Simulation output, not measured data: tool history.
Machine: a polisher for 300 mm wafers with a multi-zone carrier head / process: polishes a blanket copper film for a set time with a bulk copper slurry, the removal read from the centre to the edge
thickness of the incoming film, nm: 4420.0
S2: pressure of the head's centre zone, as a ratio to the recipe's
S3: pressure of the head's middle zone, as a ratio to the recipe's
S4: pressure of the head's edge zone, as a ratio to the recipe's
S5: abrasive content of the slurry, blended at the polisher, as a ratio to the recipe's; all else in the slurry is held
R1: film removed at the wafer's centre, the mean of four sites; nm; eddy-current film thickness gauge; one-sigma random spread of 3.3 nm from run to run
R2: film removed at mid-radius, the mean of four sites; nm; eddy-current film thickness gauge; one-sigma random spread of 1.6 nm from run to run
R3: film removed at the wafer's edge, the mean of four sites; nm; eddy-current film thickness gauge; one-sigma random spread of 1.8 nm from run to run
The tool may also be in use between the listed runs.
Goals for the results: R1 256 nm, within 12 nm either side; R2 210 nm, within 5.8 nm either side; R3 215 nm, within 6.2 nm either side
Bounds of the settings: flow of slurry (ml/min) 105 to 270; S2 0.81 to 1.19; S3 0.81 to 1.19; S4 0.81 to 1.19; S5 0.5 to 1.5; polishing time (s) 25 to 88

{"run": 1, "hour": 0.0, "flow of slurry (ml/min)": 175, "S2": 1, "S3": 1, "S4": 1, "S5": 1, "polishing time (s)": 56, "R1": 381.78, "R2": 376.84, "R3": 382.2}
{"run": 2, "hour": 1.0, "flow of slurry (ml/min)": 175, "S2": 0.93, "S3": 1, "S4": 1, "S5": 1, "polishing time (s)": 56, "R1": 348.72, "R2": 372.85, "R3": 392.23}
{"run": 3, "hour": 8.8, "flow of slurry (ml/min)": 170, "S2": 0.95, "S3": 0.99, "S4": 0.98, "S5": 0.95, "polishing time (s)": 53, "R1": 339.22, "R2": 348.96, "R3": 355.2}
{"run": 4, "hour": 13.8, "flow of slurry (ml/min)": 170, "S2": 0.95, "S3": 0.99, "S4": 0.98, "S5": 0.95, "polishing time (s)": 44, "R1": 285.51, "R2": 293.16, "R3": 295.29}
{"run": 5, "hour": 19.4, "flow of slurry (ml/min)": 170, "S2": 0.95, "S3": 0.99, "S4": 0.98, "S5": 1.1, "polishing time (s)": 44, "R1": 287.86, "R2": 296.43, "R3": 304.42}
{"run": 6, "hour": 25.9, "flow of slurry (ml/min)": 170, "S2": 0.95, "S3": 1.06, "S4": 0.98, "S5": 1.1, "polishing time (s)": 44, "R1": 290.27, "R2": 319.85, "R3": 308.09}
{"run": 7, "hour": 27.9, "flow of slurry (ml/min)": 165, "S2": 0.96, "S3": 1.03, "S4": 0.96, "S5": 1.05, "polishing time (s)": 43, "R1": 281.36, "R2": 296.77, "R3": 292.03}
{"run": 8, "hour": 29.2, "flow of slurry (ml/min)": 160, "S2": 0.97, "S3": 1.01, "S4": 0.94, "S5": 1, "polishing time (s)": 43, "R1": 274.44, "R2": 288.71, "R3": 284.2}
{"run": 9, "hour": 35.0, "flow of slurry (ml/min)": 155, "S2": 0.99, "S3": 0.99, "S4": 0.93, "S5": 0.95, "polishing time (s)": 43, "R1": 285.18, "R2": 274.62, "R3": 283.37}
{"run": 10, "hour": 43.9, "flow of slurry (ml/min)": 160, "S2": 1, "S3": 0.98, "S4": 0.92, "S5": 0.9, "polishing time (s)": 42, "R1": 273.45, "R2": 268.89, "R3": 265.36}
{"run": 11, "hour": 50.1, "flow of slurry (ml/min)": 160, "S2": 1.01, "S3": 0.96, "S4": 0.91, "S5": 0.85, "polishing time (s)": 42, "R1": 271.63, "R2": 256.33, "R3": 262.25}
{"run": 12, "hour": 53.5, "flow of slurry (ml/min)": 160, "S2": 1.02, "S3": 0.95, "S4": 0.9, "S5": 0.8, "polishing time (s)": 42, "R1": 278.48, "R2": 252.37, "R3": 260.35}
{"run": 13, "hour": 60.2, "flow of slurry (ml/min)": 160, "S2": 1.03, "S3": 0.95, "S4": 0.89, "S5": 0.75, "polishing time (s)": 41, "R1": 267.23, "R2": 243.87, "R3": 249.75}
{"run": 14, "hour": 68.6, "flow of slurry (ml/min)": 160, "S2": 1.04, "S3": 0.95, "S4": 0.88, "S5": 0.7, "polishing time (s)": 41, "R1": 259.32, "R2": 239.46, "R3": 244.39}
{"run": 15, "hour": 70.5, "flow of slurry (ml/min)": 160, "S2": 1.04, "S3": 0.95, "S4": 0.88, "S5": 0.7, "polishing time (s)": 41, "R1": 261.01, "R2": 239.62, "R3": 243.25}
{"run": 16, "hour": 75.4, "flow of slurry (ml/min)": 160, "S2": 1.05, "S3": 0.95, "S4": 0.87, "S5": 0.7, "polishing time (s)": 41, "R1": 259.91, "R2": 237.5, "R3": 240.27}
{"run": 17, "hour": 79.6, "flow of slurry (ml/min)": 155, "S2": 1.06, "S3": 0.95, "S4": 0.86, "S5": 0.7, "polishing time (s)": 41, "R1": 259.92, "R2": 239.7, "R3": 239.7}
{"run": 18, "hour": 86.4, "flow of slurry (ml/min)": 155, "S2": 1.07, "S3": 0.94, "S4": 0.85, "S5": 0.65, "polishing time (s)": 41, "R1": 261.3, "R2": 229.47, "R3": 237.42}
{"run": 19, "hour": 93.6, "flow of slurry (ml/min)": 155, "S2": 1.08, "S3": 0.94, "S4": 0.84, "S5": 0.65, "polishing time (s)": 41, "R1": 264.97, "R2": 232.95, "R3": 235.66}
{"run": 20, "hour": 101.2, "flow of slurry (ml/min)": 155, "S2": 1.09, "S3": 0.94, "S4": 0.84, "S5": 0.65, "polishing time (s)": 41, "R1": 270.68, "R2": 232.3, "R3": 230.78}
{"run": 21, "hour": 102.0, "flow of slurry (ml/min)": 150, "S2": 1.09, "S3": 0.94, "S4": 0.84, "S5": 0.65, "polishing time (s)": 41, "R1": 265.8, "R2": 230.25, "R3": 236.66}
{"run": 22, "hour": 110.4, "flow of slurry (ml/min)": 155, "S2": 1.09, "S3": 0.93, "S4": 0.84, "S5": 0.65, "polishing time (s)": 41, "R1": 270.9, "R2": 229.33, "R3": 234.62}
{"run": 23, "hour": 117.4, "flow of slurry (ml/min)": 150, "S2": 1.11, "S3": 0.91, "S4": 0.81, "S5": 0.5, "polishing time (s)": 38, "R1": 239.4, "R2": 199.7, "R3": 200.9}
{"run": 24, "hour": 120.6, "flow of slurry (ml/min)": 155, "S2": 1.11, "S3": 0.91, "S4": 0.82, "S5": 0.5, "polishing time (s)": 38, "R1": 244.07, "R2": 200.81, "R3": 203.5}
{"run": 25, "hour": 128.7, "flow of slurry (ml/min)": 155, "S2": 1.11, "S3": 0.91, "S4": 0.83, "S5": 0.5, "polishing time (s)": 38, "R1": 239.89, "R2": 198.6, "R3": 203.74}
{"run": 26, "hour": 136.7, "flow of slurry (ml/min)": 160, "S2": 1.11, "S3": 0.91, "S4": 0.84, "S5": 0.5, "polishing time (s)": 38, "R1": 239.62, "R2": 200.58, "R3": 205.06}

Which of these 5 next moves meets every target?
{"run": "A", "hour": 144.7, "flow of slurry (ml/min)": 130, "S2": 1.04, "S3": 0.96, "S4": 0.9, "S5": 0.55, "polishing time (s)": 39, "R1": "?", "R2": "?", "R3": "?"}
{"run": "B", "hour": 144.7, "flow of slurry (ml/min)": 200, "S2": 1.15, "S3": 0.95, "S4": 0.92, "S5": 0.5, "polishing time (s)": 37, "R1": "?", "R2": "?", "R3": "?"}
{"run": "C", "hour": 144.7, "flow of slurry (ml/min)": 180, "S2": 1.11, "S3": 1, "S4": 0.83, "S5": 0.5, "polishing time (s)": 39, "R1": "?", "R2": "?", "R3": "?"}
{"run": "D", "hour": 144.7, "flow of slurry (ml/min)": 115, "S2": 1.07, "S3": 0.91, "S4": 0.93, "S5": 0.55, "polishing time (s)": 39, "R1": "?", "R2": "?", "R3": "?"}
{"run": "E", "hour": 144.7, "flow of slurry (ml/min)": 105, "S2": 1.07, "S3": 0.97, "S4": 0.86, "S5": 0.5, "polishing time (s)": 42, "R1": "?", "R2": "?", "R3": "?"}

move=A R1=225.47 R2=208.25 R3=215.42
move=B R1=255.83 R2=209.32 R3=215.31
move=C R1=255.28 R2=226.42 R3=214.88
move=D R1=223.04 R2=192.38 R3=213.29
move=E R1=227.7 R2=207.98 R3=213.58
A: puts the biggest miss on target and leaves a different result outside tolerance
B: meets every target
C: pushes the last run's worst result past its target
D: further off than the last run
E: puts the biggest miss on target and leaves a different result outside tolerance
Go with B: it meets all targets.
